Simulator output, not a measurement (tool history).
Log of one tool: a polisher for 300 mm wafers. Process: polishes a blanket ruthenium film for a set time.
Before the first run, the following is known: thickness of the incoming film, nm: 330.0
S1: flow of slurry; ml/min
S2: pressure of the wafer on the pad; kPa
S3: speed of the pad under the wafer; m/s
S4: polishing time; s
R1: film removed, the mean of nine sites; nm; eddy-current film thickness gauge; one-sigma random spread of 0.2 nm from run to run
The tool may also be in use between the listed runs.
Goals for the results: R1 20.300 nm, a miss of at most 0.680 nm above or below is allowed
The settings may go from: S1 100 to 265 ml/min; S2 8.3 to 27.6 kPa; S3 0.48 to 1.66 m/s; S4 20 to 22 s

run	hour	S1	S2	S3	S4	R1
1	0.0	170	17.9	1.06	22	35.204
2	1.5	170	17.9	1.06	22	34.420
3	3.5	170	17.9	1.28	22	41.848
4	6.5	170	17.9	1.38	22	45.598
5	7.2	170	16.5	1.34	22	40.846
6	14.1	170	15.9	1.30	22	37.445
7	19.5	170	15.2	1.28	22	34.825
# hour 27.7: head pressure recalibrated
8	27.7	170	14.5	1.28	22	36.230
9	30.6	170	13.8	1.24	22	34.112
10	36.8	170	13.1	1.20	22	31.489
11	43.9	170	12.4	1.16	22	28.833
12	47.3	170	11.7	1.14	22	26.869
13	54.0	170	11.0	1.12	22	24.976
14	56.6	160	9.7	1.10	22	21.207
15	65.4	155	9.7	1.10	22	21.409
16	69.2	150	9.7	1.10	22	21.144
17	74.9	145	9.7	1.10	22	21.109

Consider the 4 candidate settings below. Which is the only one whose results all fall within their allowed miss of target?
A	80.6	135	10.3	1.12	21	?
B	80.6	160	8.3	1.44	20	?
C	80.6	150	10.3	1.06	22	?
D	80.6	115	11.7	0.94	21	?

move	R1
A	21.806
B	21.987
C	21.965
D	20.259
A: further off than the last run
B: further off than the last run
C: further off than the last run
D: every result within its allowed miss
Move D is the one to make.
